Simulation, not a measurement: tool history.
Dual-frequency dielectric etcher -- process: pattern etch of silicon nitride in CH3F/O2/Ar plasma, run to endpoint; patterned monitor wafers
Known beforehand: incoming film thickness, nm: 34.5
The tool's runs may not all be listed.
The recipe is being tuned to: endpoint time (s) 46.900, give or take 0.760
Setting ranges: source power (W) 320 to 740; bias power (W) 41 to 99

{"run": 1, "hour": 0.0, "source power (W)": 530, "bias power (W)": 70, "endpoint time (s)": 41.559}
{"run": 2, "hour": 5.6, "source power (W)": 530, "bias power (W)": 79, "endpoint time (s)": 39.363}
{"run": 3, "hour": 11.1, "source power (W)": 530, "bias power (W)": 71, "endpoint time (s)": 41.294}
{"run": 4, "hour": 17.6, "source power (W)": 530, "bias power (W)": 64, "endpoint time (s)": 43.046}
{"run": 5, "hour": 20.0, "source power (W)": 520, "bias power (W)": 64, "endpoint time (s)": 43.445}
{"run": 6, "hour": 22.5, "source power (W)": 510, "bias power (W)": 64, "endpoint time (s)": 43.74}
{"run": 7, "hour": 24.7, "source power (W)": 500, "bias power (W)": 64, "endpoint time (s)": 44.091}
{"run": 8, "hour": 29.8, "source power (W)": 490, "bias power (W)": 64, "endpoint time (s)": 44.618}
{"run": 9, "hour": 31.7, "source power (W)": 480, "bias power (W)": 64, "endpoint time (s)": 44.751}
{"run": 10, "hour": 37.3, "source power (W)": 470, "bias power (W)": 64, "endpoint time (s)": 45.741}
{"run": 11, "hour": 45.0, "source power (W)": 460, "bias power (W)": 64, "endpoint time (s)": 45.85}

Next run, 4 choices. One meets every target within its allowed miss, the rest don't. Which?
{"run": "A", "hour": 52.7, "source power (W)": 510, "bias power (W)": 54, "endpoint time (s)": "?"}
{"run": "B", "hour": 52.7, "source power (W)": 490, "bias power (W)": 64, "endpoint time (s)": "?"}
{"run": "C", "hour": 52.7, "source power (W)": 460, "bias power (W)": 68, "endpoint time (s)": "?"}
{"run": "D", "hour": 52.7, "source power (W)": 400, "bias power (W)": 66, "endpoint time (s)": "?"}

move=A endpoint_time_(s)=46.981
move=B endpoint_time_(s)=44.663
move=C endpoint_time_(s)=44.830
move=D endpoint_time_(s)=48.397
A: all results in spec
B: the biggest miss grows against the last run
C: the biggest miss grows against the last run
D: takes the biggest miss from the last run beyond its target
Move A is the one to make.
